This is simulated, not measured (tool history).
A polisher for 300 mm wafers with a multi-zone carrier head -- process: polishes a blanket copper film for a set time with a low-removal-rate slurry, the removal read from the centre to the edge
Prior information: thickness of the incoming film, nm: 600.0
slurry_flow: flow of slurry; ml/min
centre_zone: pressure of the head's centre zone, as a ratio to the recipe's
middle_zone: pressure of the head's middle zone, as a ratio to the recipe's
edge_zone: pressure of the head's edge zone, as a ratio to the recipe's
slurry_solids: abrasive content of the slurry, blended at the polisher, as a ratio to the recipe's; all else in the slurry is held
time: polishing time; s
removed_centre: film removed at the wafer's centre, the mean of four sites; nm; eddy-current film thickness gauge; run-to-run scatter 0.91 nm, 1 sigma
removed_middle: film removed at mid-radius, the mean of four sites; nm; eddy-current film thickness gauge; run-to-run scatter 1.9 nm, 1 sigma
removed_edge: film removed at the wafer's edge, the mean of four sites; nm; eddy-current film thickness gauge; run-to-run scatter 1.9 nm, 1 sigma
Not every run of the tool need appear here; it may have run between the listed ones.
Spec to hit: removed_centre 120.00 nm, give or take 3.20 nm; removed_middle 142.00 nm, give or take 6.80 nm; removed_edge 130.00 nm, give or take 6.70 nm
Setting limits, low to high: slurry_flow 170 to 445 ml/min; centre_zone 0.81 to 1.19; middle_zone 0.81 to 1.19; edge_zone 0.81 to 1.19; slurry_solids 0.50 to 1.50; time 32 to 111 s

run,day,slurry_flow,centre_zone,middle_zone,edge_zone,slurry_solids,time,removed_centre,removed_middle,removed_edge
1,0.000,285,1.00,1.00,1.00,1.00,71,237.31,238.58,239.60
2,0.300,280,0.97,1.00,0.97,0.90,64,204.71,211.71,209.74
3,0.671,275,0.94,1.01,0.94,0.80,58,176.13,185.79,177.98
4,0.967,275,0.94,1.01,1.01,0.80,58,178.30,188.60,191.85
5,1.004,275,0.94,1.06,1.01,0.80,58,175.63,195.09,194.42
6,1.242,270,0.91,1.05,0.98,0.75,55,158.14,179.82,179.51
7,1.529,270,0.89,1.05,0.94,0.70,53,149.49,176.34,164.82
8,1.862,260,0.87,1.03,0.92,0.65,51,138.64,156.65,155.43
9,1.996,265,0.86,1.04,0.89,0.60,50,132.66,155.45,145.47
10,2.283,260,0.85,1.03,0.87,0.60,50,130.32,155.17,148.49
11,2.642,260,0.85,1.03,0.87,0.60,50,130.26,154.69,142.81
12,2.725,255,0.84,1.02,0.86,0.60,50,129.99,156.36,144.11
13,2.804,255,0.84,1.01,0.85,0.60,49,126.23,152.21,140.08
14,2.875,255,0.84,1.00,0.84,0.60,49,125.07,153.80,142.95
15,3.246,255,0.85,1.00,0.84,0.60,48,123.09,148.14,137.60
16,3.392,255,0.85,1.00,0.83,0.60,48,124.18,149.22,135.61
17,3.746,250,0.85,0.99,0.83,0.60,48,124.59,141.53,135.80
18,3.858,250,0.85,0.99,0.83,0.60,48,125.05,146.09,136.22

Of the 5 settings listed for the next run, only one would bring every result within its allowed miss of target. Which one?
A,3.971,220,0.89,0.84,0.97,0.50,49,?,?,?
B,3.971,185,0.96,0.87,0.90,0.70,44,?,?,?
C,3.971,205,0.82,0.81,1.02,0.50,50,?,?,?
D,3.971,205,0.90,1.02,0.81,0.75,46,?,?,?
E,3.971,205,0.89,1.07,0.88,0.65,44,?,?,?

move,removed_centre,removed_middle,removed_edge
A,128.19,128.35,147.87
B,128.27,121.84,133.13
C,119.51,127.22,153.86
D,128.59,144.43,135.05
E,118.93,139.49,130.95
A: lands further from the targets than the last run did
B: lands further from the targets than the last run did
C: gets the furthest-off result to its target, but another result is out of tolerance
D: lands further from the targets than the last run did
E: all results land within tolerance of their targets
E is the move that brings every result within its allowed miss.

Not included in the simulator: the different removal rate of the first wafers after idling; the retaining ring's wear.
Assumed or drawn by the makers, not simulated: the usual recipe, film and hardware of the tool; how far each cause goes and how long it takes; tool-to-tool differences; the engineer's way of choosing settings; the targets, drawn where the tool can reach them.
